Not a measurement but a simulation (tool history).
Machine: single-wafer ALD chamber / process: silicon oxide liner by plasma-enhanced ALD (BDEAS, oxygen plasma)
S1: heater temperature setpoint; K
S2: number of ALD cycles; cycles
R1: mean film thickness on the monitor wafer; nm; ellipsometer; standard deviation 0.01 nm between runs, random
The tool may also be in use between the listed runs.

{"run": 1, "hour": 0.0, "S1": 588.15, "S2": 38, "R1": 3.6397}
{"run": 2, "hour": 2.4, "S1": 588.15, "S2": 40, "R1": 3.8103}
{"run": 3, "hour": 10.4, "S1": 588.15, "S2": 45, "R1": 4.3283}
{"run": 4, "hour": 13.2, "S1": 588.15, "S2": 43, "R1": 4.1195}
{"run": 5, "hour": 18.6, "S1": 588.15, "S2": 41, "R1": 3.9132}
{"run": 6, "hour": 24.4, "S1": 584.15, "S2": 41, "R1": 3.9613}
{"run": 7, "hour": 25.6, "S1": 590.15, "S2": 35, "R1": 3.3337}

Forecast run 8:
{"run": 8, "hour": 30.4, "S1": 590.15, "S2": 34, "R1": "?"}

R1: 3.2494 nm
